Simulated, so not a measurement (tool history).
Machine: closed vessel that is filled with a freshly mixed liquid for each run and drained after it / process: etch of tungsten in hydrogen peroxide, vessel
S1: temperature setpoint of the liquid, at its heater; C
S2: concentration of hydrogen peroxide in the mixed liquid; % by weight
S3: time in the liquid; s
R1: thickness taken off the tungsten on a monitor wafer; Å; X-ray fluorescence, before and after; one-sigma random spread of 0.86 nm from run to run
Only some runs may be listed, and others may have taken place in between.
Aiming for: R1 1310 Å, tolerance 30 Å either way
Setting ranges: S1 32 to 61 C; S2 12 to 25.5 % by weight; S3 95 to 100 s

run    day    S1    S2   S3      R1
  1      0    45  17.5   95  1810.4
  2  0.304    50  17.5   95  2472.7
  3  0.483  54.5  17.5   95  3226.2
  4  0.575  54.5  17.5  100  3431.1
  5  0.621  54.5  15.5  100  3192.6
  6  0.879    51  15.5  100  2599.1
  7  1.142    48  15.5  100    2156
  8  1.479    46  15.5  100  1912.4
  9  1.779  44.5  15.5  100  1740.1
 10  1.992    39  15.5  100  1225.5
 11  2.167  39.5  15.5  100  1239.6

4 candidate next runs follow, results not yet known. Just one meets every target within its allowed miss. Identify it.
  A  2.342  39.5    14  100   ?
  B  2.342    41  15.5  100   ?
  C  2.342    39    18  100   ?
  D  2.342    42  15.5   95   ?

move      R1
   A  1211.4
   B  1405.1
   C  1329.3
   D  1423.7
A: misses by more than the last run did
B: takes the result that was furthest off past its target
C: hits every target within its allowed miss
D: takes the result that was furthest off past its target
So the answer is move C, the one that meets all the targets.
